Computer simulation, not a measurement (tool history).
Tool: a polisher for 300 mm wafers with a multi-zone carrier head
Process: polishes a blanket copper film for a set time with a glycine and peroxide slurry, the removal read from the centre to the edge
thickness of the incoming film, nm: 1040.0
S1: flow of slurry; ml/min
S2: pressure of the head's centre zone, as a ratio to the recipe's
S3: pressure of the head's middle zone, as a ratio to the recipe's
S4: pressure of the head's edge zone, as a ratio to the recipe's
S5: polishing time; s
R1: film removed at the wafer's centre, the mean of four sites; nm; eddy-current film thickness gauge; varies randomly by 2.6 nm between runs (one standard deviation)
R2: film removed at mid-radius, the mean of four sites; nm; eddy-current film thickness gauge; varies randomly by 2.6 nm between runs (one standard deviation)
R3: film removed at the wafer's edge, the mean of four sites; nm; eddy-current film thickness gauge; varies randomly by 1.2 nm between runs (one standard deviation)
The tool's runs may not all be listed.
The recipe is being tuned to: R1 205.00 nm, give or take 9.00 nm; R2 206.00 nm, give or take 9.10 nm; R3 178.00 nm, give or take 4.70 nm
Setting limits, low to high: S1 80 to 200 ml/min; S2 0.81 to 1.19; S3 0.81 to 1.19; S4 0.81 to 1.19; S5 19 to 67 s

run	hour	S1	S2	S3	S4	S5	R1	R2	R3
1	0.0	130	1.00	1.00	1.00	43	199.00	197.90	197.56
2	1.3	130	1.00	0.92	1.00	43	196.39	189.00	197.22
3	3.8	130	1.01	0.96	0.95	43	203.79	194.25	192.45
4	8.9	130	1.01	0.99	0.92	43	199.49	200.46	191.75
5	15.1	130	0.96	0.99	0.92	43	191.80	202.90	192.95
6	16.3	130	0.96	1.05	0.92	43	195.93	213.84	191.11
7	21.1	125	0.98	1.05	0.90	43	193.72	206.84	188.35
8	22.5	125	1.00	1.06	0.88	43	201.12	210.95	186.32
9	26.0	125	1.01	1.06	0.87	43	195.76	211.23	186.20
10	33.5	125	1.04	1.06	0.86	43	204.91	209.57	183.19
11	37.4	125	1.05	1.06	0.85	43	202.79	209.76	181.55

Exercise: of the 5 proposed moves below, exactly one satisfies all targets within the stated allowed misses. Which move is it?
A	41.3	135	1.08	1.15	0.81	42	?	?	?
B	41.3	115	0.96	1.03	0.88	44	?	?	?
C	41.3	140	1.02	1.19	0.83	42	?	?	?
D	41.3	100	1.01	1.13	0.94	44	?	?	?
E	41.3	120	1.12	1.11	0.90	41	?	?	?

move	R1	R2	R3
A	212.20	224.79	178.92
B	195.23	210.85	189.92
C	203.98	232.17	181.31
D	197.22	219.67	191.15
E	208.34	209.17	179.39
A: the furthest-off result lands on target, but another misses its tolerance
B: further off than the last run
C: the furthest-off result lands on target, but another misses its tolerance
D: further off than the last run
E: in spec on every target
The move that meets every target is E.
